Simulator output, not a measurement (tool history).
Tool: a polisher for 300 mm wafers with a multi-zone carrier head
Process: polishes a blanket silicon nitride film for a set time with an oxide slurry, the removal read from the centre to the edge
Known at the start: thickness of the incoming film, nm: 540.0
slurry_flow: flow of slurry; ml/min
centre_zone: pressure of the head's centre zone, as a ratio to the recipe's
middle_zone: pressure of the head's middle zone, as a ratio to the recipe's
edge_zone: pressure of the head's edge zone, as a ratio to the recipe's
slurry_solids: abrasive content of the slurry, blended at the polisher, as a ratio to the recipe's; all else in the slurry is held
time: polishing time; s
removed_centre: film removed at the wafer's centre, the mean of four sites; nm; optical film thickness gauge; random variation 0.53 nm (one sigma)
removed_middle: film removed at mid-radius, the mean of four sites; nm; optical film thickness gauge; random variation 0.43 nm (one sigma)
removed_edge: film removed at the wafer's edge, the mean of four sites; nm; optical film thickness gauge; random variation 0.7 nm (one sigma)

run	hour	slurry_flow	centre_zone	middle_zone	edge_zone	slurry_solids	time	removed_centre	removed_middle	removed_edge
1	0	295	1	1	1	1	78	45.994	44.894	44.842
2	8.5	295	1	1	1	1	91	54.194	51.938	50.899
3	14.3	300	1.01	0.99	1.03	1.1	91	57.872	53.884	55.178
4	17.8	300	1.01	0.99	1.03	0.9	91	51.581	47.927	49.241
5	19.4	305	1.02	0.99	1.05	1	91	56.029	51.338	53.745
6	24.6	305	1.02	1.06	1.05	1	91	55.358	54.152	53.722
7	33.4	315	1.03	1.06	1.07	1.05	91	57.56	55.936	54.784
8	36.8	300	1.03	1.05	1.09	1.1	91	58.32	56.396	56.867
9	40.8	305	1.04	1.04	1.11	1.15	91	60.779	56.833	59.275
10	49.7	310	1.05	1.04	1.12	1.2	91	63.376	59.114	59.634
11	58.3	290	1.05	1.03	1.13	1.25	92	64.1	59.993	62.054
12	59.1	300	1.05	1.02	1.14	1.3	92	64.654	61.125	63.343
13	66	295	1.06	1.01	1.15	1.35	92	66.737	60.632	65.562
14	74.9	305	1.06	1.01	1.16	1.35	92	68.096	60.886	66.227
# hour 81.6: centre zone pressure recalibrated
15	81.6	305	1.06	1.01	1.16	1.35	92	63.086	61.014	64.963
16	84.7	290	1.06	1.01	1.16	1.35	92	63.882	61.227	64.747

Forecast run 17:
17	89.9	290	1.06	1.01	1.16	1.35	92	?	?	?

Run 17 gave removed_centre 62.788 nm, removed_middle 60.312 nm, removed_edge 65.043 nm.
